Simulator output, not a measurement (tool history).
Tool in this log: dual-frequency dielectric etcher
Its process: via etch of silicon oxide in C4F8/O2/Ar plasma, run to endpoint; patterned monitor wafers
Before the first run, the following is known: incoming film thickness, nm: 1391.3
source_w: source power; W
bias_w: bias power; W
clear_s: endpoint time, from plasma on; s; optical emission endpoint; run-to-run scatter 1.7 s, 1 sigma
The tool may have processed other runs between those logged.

Run 1, hour 0.0: source_w 2440 W, bias_w 2280 W. Result: clear_s 236.16 s.
Run 2, hour 3.9: source_w 2810 W, bias_w 2280 W. Result: clear_s 221.00 s.
Run 3, hour 10.5: source_w 2810 W, bias_w 2562 W. Result: clear_s 213.88 s.
Run 4, hour 18.0: source_w 2550 W, bias_w 2333 W. Result: clear_s 230.49 s.
Run 5, hour 21.0: source_w 2550 W, bias_w 2055 W. Result: clear_s 238.35 s.
Run 6, hour 23.6: source_w 2390 W, bias_w 2055 W. Result: clear_s 246.57 s.
Run 7, hour 24.9: source_w 2210 W, bias_w 1947 W. Result: clear_s 262.04 s.
Run 8, hour 30.7: source_w 2070 W, bias_w 1900 W. Result: clear_s 270.46 s.
Run 9, hour 33.8: source_w 1960 W, bias_w 1854 W. Result: clear_s 280.22 s.
Run 10, hour 41.8: source_w 1870 W, bias_w 1831 W. Result: clear_s 283.79 s.
Run 11, hour 49.6: source_w 1790 W, bias_w 1793 W. Result: clear_s 293.11 s.

Estimate the outcome of run 12 from the log above:
Run 12, hour 54.0: source_w 1730 W, bias_w 1782 W. Result: clear_s ?.

Run 12 came out at clear_s 299.37 s.
